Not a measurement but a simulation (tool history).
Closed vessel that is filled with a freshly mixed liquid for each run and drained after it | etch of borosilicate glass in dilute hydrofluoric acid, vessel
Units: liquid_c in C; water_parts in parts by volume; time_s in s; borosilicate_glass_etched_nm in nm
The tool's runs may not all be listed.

run	hour	liquid_c	water_parts	time_s	borosilicate_glass_etched_nm
1	0	24	180	180	39.162
2	5.7	23	185	180	36.392
3	7.6	23	185	180	36.307
4	13.9	23	155	180	44.943
5	20.4	21.5	155	180	42.419
6	26.7	21.5	110	180	62.836
7	31	21	125	180	53.378
# hour 34.3: thermometer replaced
8	34.3	20.5	135	180	44.751
9	36.6	20	140	180	42.221
10	37.7	19.5	145	180	39.393
11	46.5	19	150	180	37.457
12	47.6	19	155	180	35.7
13	54.2	19	160	180	34.511

The next listed run, before its measurement:
14	55.9	19	165	180	?

Run 14 gave borosilicate_glass_etched_nm 33.573 nm.

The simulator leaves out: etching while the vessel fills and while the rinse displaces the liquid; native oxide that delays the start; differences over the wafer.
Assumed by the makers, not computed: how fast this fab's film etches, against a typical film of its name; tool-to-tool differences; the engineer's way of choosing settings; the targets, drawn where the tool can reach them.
